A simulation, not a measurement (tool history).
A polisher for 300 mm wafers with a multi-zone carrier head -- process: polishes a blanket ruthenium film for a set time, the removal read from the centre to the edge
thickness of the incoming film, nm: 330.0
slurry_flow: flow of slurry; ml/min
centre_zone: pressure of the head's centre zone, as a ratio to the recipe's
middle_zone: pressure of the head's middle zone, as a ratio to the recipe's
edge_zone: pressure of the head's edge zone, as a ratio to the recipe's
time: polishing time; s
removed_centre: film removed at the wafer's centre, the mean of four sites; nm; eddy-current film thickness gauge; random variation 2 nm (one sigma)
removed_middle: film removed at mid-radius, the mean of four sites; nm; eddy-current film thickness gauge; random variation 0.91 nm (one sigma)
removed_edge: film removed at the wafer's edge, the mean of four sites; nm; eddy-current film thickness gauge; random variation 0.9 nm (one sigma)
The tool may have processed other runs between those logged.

Run 1, hour 0: slurry_flow 225 ml/min, centre_zone 1, middle_zone 1, edge_zone 1, time 71 s. Result: removed_centre 100.7 nm, removed_middle 104.51 nm, removed_edge 100.97 nm.
Run 2, hour 4.6: slurry_flow 205 ml/min, centre_zone 1, middle_zone 1, edge_zone 1, time 71 s. Result: removed_centre 96.775 nm, removed_middle 100.82 nm, removed_edge 101.2 nm.
Run 3, hour 11.3: slurry_flow 205 ml/min, centre_zone 1, middle_zone 1.06, edge_zone 1, time 71 s. Result: removed_centre 96.981 nm, removed_middle 107.32 nm, removed_edge 99.097 nm.
Run 4, hour 18: slurry_flow 255 ml/min, centre_zone 1, middle_zone 1.06, edge_zone 1, time 71 s. Result: removed_centre 106.06 nm, removed_middle 110.73 nm, removed_edge 103.76 nm.
Run 5, hour 19.9: slurry_flow 255 ml/min, centre_zone 1.08, middle_zone 1.06, edge_zone 1, time 71 s. Result: removed_centre 113.68 nm, removed_middle 111.06 nm, removed_edge 101.7 nm.
Run 6, hour 27.1: slurry_flow 255 ml/min, centre_zone 1.08, middle_zone 1.06, edge_zone 1.07, time 71 s. Result: removed_centre 113.35 nm, removed_middle 108.68 nm, removed_edge 107.54 nm.

Predict the results of run 7:
Run 7, hour 34.6: slurry_flow 280 ml/min, centre_zone 1.1, middle_zone 1.06, edge_zone 1.1, time 73 s. Result: removed_centre ?, removed_middle ?, removed_edge ?.

Run 7 came out at removed_centre 115.74 nm, removed_middle 114.08 nm, removed_edge 112.27 nm.
